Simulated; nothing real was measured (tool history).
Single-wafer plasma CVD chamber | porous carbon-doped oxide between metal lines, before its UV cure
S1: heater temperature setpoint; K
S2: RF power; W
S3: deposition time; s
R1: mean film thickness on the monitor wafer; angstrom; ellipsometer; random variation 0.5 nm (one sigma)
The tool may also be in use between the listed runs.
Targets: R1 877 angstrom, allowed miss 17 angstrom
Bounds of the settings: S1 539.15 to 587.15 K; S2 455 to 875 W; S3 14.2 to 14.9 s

run,hour,S1,S2,S3,R1
1,0,563.15,665,14.9,932.88
2,3,565.15,665,14.9,918.47
3,10.1,565.15,755,14.9,981.57
4,14.6,568.15,750,14.9,967.47
5,16,568.15,750,14.9,963.19
6,21.2,570.15,745,14.9,954.3
7,21.7,572.15,740,14.9,927.85
8,27,573.15,740,14.9,937.1
9,35.9,573.15,740,14.9,944.13
10,41.2,574.15,730,14.9,930.54
11,49.1,576.15,725,14.9,904.79
12,54.6,577.15,725,14.9,903.38
13,62.9,578.15,725,14.9,901.22
# hour 69.9: RF generator calibrated
14,69.9,579.15,725,14.9,930.94
15,73.8,579.15,710,14.8,907.94

4 next moves are on the table. One of them brings every result within its allowed miss. Which?
A,77.7,584.15,625,14.9,?
B,77.7,579.15,720,14.9,?
C,77.7,582.15,755,14.8,?
D,77.7,585.15,740,14.4,?

move,R1
A,834.12
B,916.09
C,918.55
D,872.94
A: takes the result that was furthest off past its target
B: further off than the last run
C: further off than the last run
D: meets every target
Move D is the one to make.

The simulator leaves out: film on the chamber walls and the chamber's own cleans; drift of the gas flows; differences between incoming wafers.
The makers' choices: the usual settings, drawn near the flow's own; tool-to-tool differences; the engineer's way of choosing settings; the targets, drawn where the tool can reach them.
